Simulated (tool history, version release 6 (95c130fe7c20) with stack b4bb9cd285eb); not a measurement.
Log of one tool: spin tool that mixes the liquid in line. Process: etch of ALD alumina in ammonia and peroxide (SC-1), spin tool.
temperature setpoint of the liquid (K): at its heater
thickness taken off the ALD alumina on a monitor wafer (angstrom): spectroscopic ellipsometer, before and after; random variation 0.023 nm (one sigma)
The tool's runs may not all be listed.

| run | hour | temperature setpoint of the liquid (K) | parts of 29 % ammonia solution to one part of 30 % peroxide (parts by volume) | time under the liquid (s) | thickness taken off the ALD alumina on a monitor wafer (angstrom) |
|---|---|---|---|---|---|
| 1 | 0.0 | 322.15 | 0.6 | 165 | 90.386 |
| 2 | 4.5 | 322.15 | 0.6 | 175 | 96.110 |
| 3 | 12.6 | 327.65 | 0.6 | 175 | 128.550 |
| 4 | 19.2 | 327.65 | 0.8 | 175 | 131.380 |
| 5 | 27.6 | 324.65 | 0.8 | 175 | 113.620 |
| 6 | 31.2 | 324.65 | 0.6 | 175 | 109.330 |
| 7 | 33.3 | 322.65 | 0.6 | 175 | 97.764 |

Run 8 comes next. What will it give?
| 8 | 35.1 | 321.15 | 0.6 | 175 | ? |

{"run 8": {"thickness taken off the ALD alumina on a monitor wafer (angstrom)": 90.116}}

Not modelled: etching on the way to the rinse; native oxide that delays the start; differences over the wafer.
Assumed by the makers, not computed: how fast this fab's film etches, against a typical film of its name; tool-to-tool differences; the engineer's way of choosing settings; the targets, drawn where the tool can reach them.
